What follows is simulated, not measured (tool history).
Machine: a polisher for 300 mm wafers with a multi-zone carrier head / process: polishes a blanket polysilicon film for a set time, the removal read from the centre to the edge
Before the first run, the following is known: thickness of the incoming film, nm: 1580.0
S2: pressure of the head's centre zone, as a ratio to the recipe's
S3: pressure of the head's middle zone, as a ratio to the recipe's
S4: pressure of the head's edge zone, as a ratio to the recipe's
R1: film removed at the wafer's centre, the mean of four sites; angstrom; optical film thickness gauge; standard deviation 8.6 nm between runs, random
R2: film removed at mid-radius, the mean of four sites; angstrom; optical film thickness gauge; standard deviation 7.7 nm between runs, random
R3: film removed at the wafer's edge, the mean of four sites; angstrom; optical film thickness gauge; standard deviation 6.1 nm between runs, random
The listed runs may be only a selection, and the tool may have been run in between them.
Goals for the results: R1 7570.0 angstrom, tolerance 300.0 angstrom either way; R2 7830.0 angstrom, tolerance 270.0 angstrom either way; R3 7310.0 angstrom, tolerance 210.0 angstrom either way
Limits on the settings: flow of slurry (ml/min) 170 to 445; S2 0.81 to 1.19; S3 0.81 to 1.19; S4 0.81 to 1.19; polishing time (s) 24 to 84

run 1 hour=0.0 | flow_of_slurry_(ml/min)=285 S2=1.00 S3=1.00 S4=1.00 polishing_time_(s)=54 | R1=6373.7 R2=6170.8 R3=6498.5
run 2 hour=6.7 | flow_of_slurry_(ml/min)=285 S2=1.00 S3=1.00 S4=1.00 polishing_time_(s)=43 | R1=4989.1 R2=4999.9 R3=5040.4
run 3 hour=14.6 | flow_of_slurry_(ml/min)=285 S2=1.00 S3=1.06 S4=1.00 polishing_time_(s)=43 | R1=5039.3 R2=5193.5 R3=5080.4
run 4 hour=19.0 | flow_of_slurry_(ml/min)=290 S2=1.00 S3=1.07 S4=1.00 polishing_time_(s)=45 | R1=5312.1 R2=5447.5 R3=5326.6
run 5 hour=20.4 | flow_of_slurry_(ml/min)=295 S2=1.00 S3=1.08 S4=1.00 polishing_time_(s)=46 | R1=5402.9 R2=5591.9 R3=5533.0
run 6 hour=26.4 | flow_of_slurry_(ml/min)=295 S2=1.00 S3=1.09 S4=0.99 polishing_time_(s)=47 | R1=5648.0 R2=5786.8 R3=5488.2
run 7 hour=29.5 | flow_of_slurry_(ml/min)=300 S2=1.00 S3=1.10 S4=1.00 polishing_time_(s)=48 | R1=5614.7 R2=5898.0 R3=5672.5
run 8 hour=33.3 | flow_of_slurry_(ml/min)=305 S2=1.01 S3=1.11 S4=1.00 polishing_time_(s)=49 | R1=5872.0 R2=6135.0 R3=5777.3

Exercise: of the 4 proposed moves below, exactly one satisfies all targets within the stated allowed misses. Which move is it?
run A hour=37.1 | flow_of_slurry_(ml/min)=345 S2=0.98 S3=1.19 S4=0.92 polishing_time_(s)=58 | R1=? R2=? R3=?
run B hour=37.1 | flow_of_slurry_(ml/min)=305 S2=1.11 S3=1.04 S4=0.98 polishing_time_(s)=39 | R1=? R2=? R3=?
run C hour=37.1 | flow_of_slurry_(ml/min)=270 S2=0.87 S3=0.91 S4=1.07 polishing_time_(s)=44 | R1=? R2=? R3=?
run D hour=37.1 | flow_of_slurry_(ml/min)=205 S2=1.06 S3=1.14 S4=1.02 polishing_time_(s)=63 | R1=? R2=? R3=?

move=A R1=6759.0 R2=7853.7 R3=6673.7
move=B R1=5089.6 R2=4653.2 R3=4596.1
move=C R1=4433.4 R2=4646.0 R3=5376.4
move=D R1=7513.6 R2=7812.6 R3=7333.0
A: closes in on the targets versus the last run, not all within tolerance yet
B: misses by more than the last run did
C: misses by more than the last run did
D: all results in spec
Correct choice: D, which meets every target
